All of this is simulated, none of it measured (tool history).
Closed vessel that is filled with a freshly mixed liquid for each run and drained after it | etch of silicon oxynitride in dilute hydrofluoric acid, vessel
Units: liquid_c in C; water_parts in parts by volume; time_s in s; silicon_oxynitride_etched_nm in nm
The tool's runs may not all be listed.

run,hour,liquid_c,water_parts,time_s,silicon_oxynitride_etched_nm
1,0,21,275,935,8.382
2,1.8,20.5,280,935,8.048
3,4.5,20.5,360,935,6.0344
4,8.3,20.5,285,935,7.9194
5,16.3,23.5,285,935,9.0106
6,22.6,22.5,290,935,8.3778

Forecast run 7:
7,29.2,22,295,935,?

silicon_oxynitride_etched_nm: 8.0105 nm
